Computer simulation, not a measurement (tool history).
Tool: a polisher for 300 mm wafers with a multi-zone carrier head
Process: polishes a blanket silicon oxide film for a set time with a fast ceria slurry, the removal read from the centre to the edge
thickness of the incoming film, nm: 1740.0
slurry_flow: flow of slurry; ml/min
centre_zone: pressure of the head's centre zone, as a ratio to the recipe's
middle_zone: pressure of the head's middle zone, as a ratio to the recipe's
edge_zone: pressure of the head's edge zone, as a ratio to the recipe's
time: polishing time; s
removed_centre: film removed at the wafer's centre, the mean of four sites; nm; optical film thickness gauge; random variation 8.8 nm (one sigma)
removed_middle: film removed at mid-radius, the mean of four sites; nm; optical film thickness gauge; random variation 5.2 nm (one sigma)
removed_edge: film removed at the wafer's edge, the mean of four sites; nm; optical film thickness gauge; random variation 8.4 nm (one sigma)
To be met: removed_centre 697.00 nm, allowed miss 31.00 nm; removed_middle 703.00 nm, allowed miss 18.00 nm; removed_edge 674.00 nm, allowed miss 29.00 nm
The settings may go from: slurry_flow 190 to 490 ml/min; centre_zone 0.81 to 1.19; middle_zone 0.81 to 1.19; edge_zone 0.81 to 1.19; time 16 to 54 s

run 1 day=0.000 | slurry_flow=315 centre_zone=1.00 middle_zone=1.00 edge_zone=1.00 time=35 | removed_centre=569.35 removed_middle=595.09 removed_edge=567.40
run 2 day=0.146 | slurry_flow=315 centre_zone=1.00 middle_zone=0.94 edge_zone=1.00 time=35 | removed_centre=577.03 removed_middle=561.63 removed_edge=572.03
run 3 day=0.171 | slurry_flow=315 centre_zone=0.95 middle_zone=0.94 edge_zone=1.00 time=35 | removed_centre=558.28 removed_middle=559.26 removed_edge=567.27
run 4 day=0.333 | slurry_flow=325 centre_zone=1.00 middle_zone=0.97 edge_zone=1.03 time=36 | removed_centre=586.00 removed_middle=597.46 removed_edge=598.74
run 5 day=0.667 | slurry_flow=325 centre_zone=1.00 middle_zone=0.97 edge_zone=1.03 time=33 | removed_centre=546.64 removed_middle=545.25 removed_edge=543.19
run 6 day=0.692 | slurry_flow=330 centre_zone=1.04 middle_zone=0.99 edge_zone=1.05 time=35 | removed_centre=597.93 removed_middle=600.18 removed_edge=584.50
run 7 day=0.950 | slurry_flow=335 centre_zone=1.06 middle_zone=1.00 edge_zone=1.08 time=36 | removed_centre=605.74 removed_middle=607.32 removed_edge=604.12
run 8 day=1.192 | slurry_flow=340 centre_zone=1.08 middle_zone=1.01 edge_zone=1.09 time=37 | removed_centre=643.62 removed_middle=638.24 removed_edge=630.10
run 9 day=1.329 | slurry_flow=345 centre_zone=1.09 middle_zone=1.02 edge_zone=1.10 time=37 | removed_centre=643.51 removed_middle=654.00 removed_edge=632.06
run 10 day=1.558 | slurry_flow=355 centre_zone=1.10 middle_zone=1.02 edge_zone=1.11 time=37 | removed_centre=643.95 removed_middle=639.61 removed_edge=641.08
run 11 day=1.758 | slurry_flow=360 centre_zone=1.12 middle_zone=1.04 edge_zone=1.11 time=37 | removed_centre=659.42 removed_middle=664.70 removed_edge=640.71
run 12 day=1.783 | slurry_flow=365 centre_zone=1.13 middle_zone=1.05 edge_zone=1.12 time=37 | removed_centre=663.10 removed_middle=658.23 removed_edge=638.99
run 13 day=1.812 | slurry_flow=365 centre_zone=1.14 middle_zone=1.06 edge_zone=1.13 time=37 | removed_centre=671.36 removed_middle=670.60 removed_edge=639.74
run 14 day=2.000 | slurry_flow=370 centre_zone=1.14 middle_zone=1.06 edge_zone=1.14 time=37 | removed_centre=667.65 removed_middle=661.38 removed_edge=640.86
run 15 day=2.133 | slurry_flow=370 centre_zone=1.14 middle_zone=1.07 edge_zone=1.15 time=37 | removed_centre=658.84 removed_middle=674.73 removed_edge=654.62
run 16 day=2.488 | slurry_flow=370 centre_zone=1.15 middle_zone=1.08 edge_zone=1.15 time=37 | removed_centre=670.23 removed_middle=677.85 removed_edge=632.33

Which of these 4 next moves meets every target?
run A day=2.842 | slurry_flow=395 centre_zone=1.05 middle_zone=1.12 edge_zone=1.19 time=36 | removed_centre=? removed_middle=? removed_edge=?
run B day=2.842 | slurry_flow=375 centre_zone=1.14 middle_zone=1.07 edge_zone=1.12 time=39 | removed_centre=? removed_middle=? removed_edge=?
run C day=2.842 | slurry_flow=360 centre_zone=1.09 middle_zone=1.10 edge_zone=1.16 time=34 | removed_centre=? removed_middle=? removed_edge=?
run D day=2.842 | slurry_flow=425 centre_zone=1.16 middle_zone=0.95 edge_zone=1.15 time=38 | removed_centre=? removed_middle=? removed_edge=?

move=A removed_centre=616.66 removed_middle=679.87 removed_edge=645.89
move=B removed_centre=697.00 removed_middle=705.57 removed_edge=676.61
move=C removed_centre=590.34 removed_middle=627.98 removed_edge=598.97
move=D removed_centre=692.03 removed_middle=627.05 removed_edge=673.83
A: brings the result that was furthest off to its target, and leaves another outside
B: meets every target
C: further off than the last run
D: brings the result that was furthest off to its target, and leaves another outside
Answer: B

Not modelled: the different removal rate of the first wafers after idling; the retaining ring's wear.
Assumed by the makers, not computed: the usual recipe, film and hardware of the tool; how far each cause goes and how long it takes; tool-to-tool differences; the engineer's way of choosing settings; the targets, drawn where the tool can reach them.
